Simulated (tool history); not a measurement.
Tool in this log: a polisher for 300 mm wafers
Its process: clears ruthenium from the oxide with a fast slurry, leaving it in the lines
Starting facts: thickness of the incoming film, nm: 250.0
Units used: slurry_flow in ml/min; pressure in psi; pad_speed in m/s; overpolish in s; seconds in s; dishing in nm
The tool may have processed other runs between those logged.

Run 1, day 0: slurry_flow 245 ml/min, pressure 2.5 psi, pad_speed 1.06 m/s, slurry_solids 1, overpolish 15 s. Result: seconds 72.461 s, dishing 44.029 nm.
Run 2, day 0.329: slurry_flow 245 ml/min, pressure 2.9 psi, pad_speed 1.06 m/s, slurry_solids 1, overpolish 15 s. Result: seconds 63.958 s, dishing 47.188 nm.
Run 3, day 0.608: slurry_flow 245 ml/min, pressure 2.7 psi, pad_speed 1.06 m/s, slurry_solids 1, overpolish 16 s. Result: seconds 68.743 s, dishing 47.992 nm.
Run 4, day 0.821: slurry_flow 245 ml/min, pressure 2.7 psi, pad_speed 1.06 m/s, slurry_solids 1, overpolish 22 s. Result: seconds 70.394 s, dishing 61.201 nm.
Run 5, day 1.021: slurry_flow 245 ml/min, pressure 2.5 psi, pad_speed 1.06 m/s, slurry_solids 1, overpolish 22 s. Result: seconds 73.092 s, dishing 59.18 nm.
Run 6, day 1.279: slurry_flow 245 ml/min, pressure 2.5 psi, pad_speed 1.06 m/s, slurry_solids 1, overpolish 18 s. Result: seconds 72.806 s, dishing 50.924 nm.
Run 7, day 1.621: slurry_flow 245 ml/min, pressure 2.3 psi, pad_speed 1.06 m/s, slurry_solids 1, overpolish 19 s. Result: seconds 77.168 s, dishing 49.412 nm.
Run 8, day 1.983: slurry_flow 245 ml/min, pressure 2.2 psi, pad_speed 1.06 m/s, slurry_solids 1, overpolish 20 s. Result: seconds 79.365 s, dishing 49.774 nm.
Run 9, day 2.096: slurry_flow 245 ml/min, pressure 2.1 psi, pad_speed 1.06 m/s, slurry_solids 1, overpolish 21 s. Result: seconds 86.196 s, dishing 49.244 nm.
Run 10, day 2.258: slurry_flow 245 ml/min, pressure 2 psi, pad_speed 1.06 m/s, slurry_solids 1, overpolish 21 s. Result: seconds 87.536 s, dishing 49.028 nm.

Run 11 has not been measured yet. What should we expect?
Run 11, day 2.504: slurry_flow 245 ml/min, pressure 1.9 psi, pad_speed 1.06 m/s, slurry_solids 1, overpolish 21 s. Result: seconds ?, dishing ?.

For run 11 the tool returned seconds 88.485 s, dishing 45.91 nm.
